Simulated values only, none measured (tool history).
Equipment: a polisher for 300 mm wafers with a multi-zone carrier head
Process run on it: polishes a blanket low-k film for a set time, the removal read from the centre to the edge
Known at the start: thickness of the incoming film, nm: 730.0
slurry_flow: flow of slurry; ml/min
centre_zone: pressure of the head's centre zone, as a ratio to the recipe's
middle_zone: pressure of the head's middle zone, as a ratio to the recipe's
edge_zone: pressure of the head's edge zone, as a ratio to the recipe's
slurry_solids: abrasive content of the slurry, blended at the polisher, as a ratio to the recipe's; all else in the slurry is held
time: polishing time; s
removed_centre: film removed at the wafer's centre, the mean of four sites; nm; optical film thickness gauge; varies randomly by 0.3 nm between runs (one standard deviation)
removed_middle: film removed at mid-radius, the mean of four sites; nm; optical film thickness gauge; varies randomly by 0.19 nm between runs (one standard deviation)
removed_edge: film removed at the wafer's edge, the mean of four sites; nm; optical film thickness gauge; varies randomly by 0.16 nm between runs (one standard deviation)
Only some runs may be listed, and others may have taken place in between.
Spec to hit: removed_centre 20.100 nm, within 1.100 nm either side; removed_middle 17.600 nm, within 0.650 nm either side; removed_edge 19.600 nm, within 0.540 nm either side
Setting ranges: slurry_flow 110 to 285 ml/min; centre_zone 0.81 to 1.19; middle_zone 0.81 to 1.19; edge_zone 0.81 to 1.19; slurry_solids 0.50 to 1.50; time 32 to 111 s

run 1 hour=0.0 | slurry_flow=180 centre_zone=1.00 middle_zone=1.00 edge_zone=1.00 slurry_solids=1.00 time=71 | removed_centre=20.392 removed_middle=20.627 removed_edge=20.477
run 2 hour=8.0 | slurry_flow=180 centre_zone=1.00 middle_zone=1.00 edge_zone=1.00 slurry_solids=1.00 time=78 | removed_centre=22.810 removed_middle=22.934 removed_edge=22.905
run 3 hour=16.6 | slurry_flow=170 centre_zone=1.00 middle_zone=0.95 edge_zone=0.97 slurry_solids=0.95 time=78 | removed_centre=21.922 removed_middle=21.676 removed_edge=21.994
run 4 hour=23.9 | slurry_flow=165 centre_zone=1.01 middle_zone=0.91 edge_zone=0.97 slurry_solids=0.90 time=78 | removed_centre=21.469 removed_middle=20.260 removed_edge=21.671
run 5 hour=27.5 | slurry_flow=160 centre_zone=1.02 middle_zone=0.89 edge_zone=0.95 slurry_solids=0.85 time=78 | removed_centre=21.181 removed_middle=19.267 removed_edge=20.068
run 6 hour=36.2 | slurry_flow=160 centre_zone=1.02 middle_zone=0.94 edge_zone=0.95 slurry_solids=0.85 time=78 | removed_centre=21.283 removed_middle=19.490 removed_edge=20.361
run 7 hour=37.1 | slurry_flow=150 centre_zone=1.02 middle_zone=0.92 edge_zone=0.95 slurry_solids=0.85 time=78 | removed_centre=20.781 removed_middle=19.667 removed_edge=20.048
run 8 hour=38.4 | slurry_flow=150 centre_zone=1.02 middle_zone=0.89 edge_zone=0.95 slurry_solids=0.80 time=78 | removed_centre=20.485 removed_middle=18.637 removed_edge=19.562

Exactly one of the 4 candidate moves below puts every result within its allowed miss. Which one?
run A hour=39.7 | slurry_flow=145 centre_zone=1.19 middle_zone=1.04 edge_zone=0.89 slurry_solids=0.65 time=85 | removed_centre=? removed_middle=? removed_edge=?
run B hour=39.7 | slurry_flow=125 centre_zone=1.06 middle_zone=0.86 edge_zone=0.95 slurry_solids=0.80 time=87 | removed_centre=? removed_middle=? removed_edge=?
run C hour=39.7 | slurry_flow=210 centre_zone=0.91 middle_zone=0.81 edge_zone=1.17 slurry_solids=0.85 time=72 | removed_centre=? removed_middle=? removed_edge=?
run D hour=39.7 | slurry_flow=135 centre_zone=1.04 middle_zone=0.85 edge_zone=0.99 slurry_solids=0.75 time=81 | removed_centre=? removed_middle=? removed_edge=?

move=A removed_centre=23.108 removed_middle=19.531 removed_edge=18.340
move=B removed_centre=22.630 removed_middle=19.224 removed_edge=21.095
move=C removed_centre=18.646 removed_middle=17.597 removed_edge=21.225
move=D removed_centre=20.426 removed_middle=17.516 removed_edge=19.566
A: misses by more than the last run did
B: misses by more than the last run did
C: brings the result that was furthest off to its target, and leaves another outside
D: hits every target within its allowed miss
D is the move that brings every result within its allowed miss.

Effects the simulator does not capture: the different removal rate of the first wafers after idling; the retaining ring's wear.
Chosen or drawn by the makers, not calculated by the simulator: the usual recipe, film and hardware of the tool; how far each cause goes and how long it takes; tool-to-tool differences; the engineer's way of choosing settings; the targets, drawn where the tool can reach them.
